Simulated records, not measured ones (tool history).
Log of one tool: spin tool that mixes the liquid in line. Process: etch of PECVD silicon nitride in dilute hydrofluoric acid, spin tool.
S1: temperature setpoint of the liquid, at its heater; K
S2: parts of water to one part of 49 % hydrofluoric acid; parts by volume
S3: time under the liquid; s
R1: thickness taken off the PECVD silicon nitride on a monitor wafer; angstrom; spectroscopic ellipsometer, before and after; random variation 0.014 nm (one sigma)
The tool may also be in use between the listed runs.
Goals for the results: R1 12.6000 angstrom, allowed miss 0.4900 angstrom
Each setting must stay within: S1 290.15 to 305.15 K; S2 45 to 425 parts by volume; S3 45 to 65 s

run  hour      S1   S2  S3       R1
  1   0.0  297.15  235  65   7.1496
  2   8.3  297.15  185  65   9.1931
  3  10.5  297.15  185  65   9.1154
  4  17.1  298.65  185  65   9.7692
  5  23.1  298.65  230  65   8.1913
  6  25.3  296.15  230  65   6.9275
  7  34.2  298.65  225  65   8.2954
  8  42.8  300.65  220  65   9.6001
  9  48.4  301.65  220  65  10.3340
 10  49.2  302.65  220  65  11.1490
 11  51.4  303.15  220  65  11.2050
 12  55.4  303.65  220  65  11.4410
 13  56.9  304.15  220  65  11.8270

Which of these 5 next moves meets every target?
  A  58.4  304.65  160  45   ?
  B  58.4  305.15  185  45   ?
  C  58.4  300.15  175  65   ?
  D  58.4  302.65  230  65   ?
  E  58.4  302.15  185  65   ?

move       R1
   A  11.8420
   B  10.5360
   C  11.8060
   D  10.4930
   E  12.6640
A: about the same distance from the targets as the last run
B: its largest miss is bigger than the last run's
C: about the same distance from the targets as the last run
D: its largest miss is bigger than the last run's
E: each result inside its tolerance
Answer: E
